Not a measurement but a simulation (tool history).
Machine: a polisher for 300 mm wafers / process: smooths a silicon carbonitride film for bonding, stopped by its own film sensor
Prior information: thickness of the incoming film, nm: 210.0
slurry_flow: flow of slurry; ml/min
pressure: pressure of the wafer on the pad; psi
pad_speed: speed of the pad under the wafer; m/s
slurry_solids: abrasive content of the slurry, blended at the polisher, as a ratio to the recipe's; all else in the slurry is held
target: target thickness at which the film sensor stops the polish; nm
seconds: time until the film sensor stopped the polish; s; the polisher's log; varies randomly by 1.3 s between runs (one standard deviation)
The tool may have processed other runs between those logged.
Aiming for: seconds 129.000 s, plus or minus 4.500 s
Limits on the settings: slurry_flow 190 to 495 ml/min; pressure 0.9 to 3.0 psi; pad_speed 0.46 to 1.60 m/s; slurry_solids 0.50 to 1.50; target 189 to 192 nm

run,hour,slurry_flow,pressure,pad_speed,slurry_solids,target,seconds
1,0.0,320,1.9,1.02,1.00,189,71.548
2,6.8,320,2.3,1.02,1.00,189,63.052
3,8.2,320,1.9,0.92,1.00,189,79.074
4,9.3,320,1.6,0.88,1.00,189,91.297
5,11.9,320,1.6,0.70,1.00,189,108.420
6,20.6,320,1.5,0.70,1.00,189,114.720
7,25.6,320,1.5,0.70,1.00,189,116.610
8,33.0,320,1.4,0.70,1.00,189,122.170

Exactly one of the 4 candidate moves below puts every result within its allowed miss. Which one?
A,40.4,300,0.9,0.90,0.90,190,?
B,40.4,265,1.1,0.64,0.90,191,?
C,40.4,290,1.2,0.74,1.05,189,?
D,40.4,355,1.5,0.48,0.95,191,?

move,seconds
A,138.080
B,147.920
C,129.080
D,138.940
A: moves the result that the last run missed by most past its target, out the other side
B: moves the result that the last run missed by most past its target, out the other side
C: all results land within tolerance of their targets
D: moves the result that the last run missed by most past its target, out the other side
The right move is C.
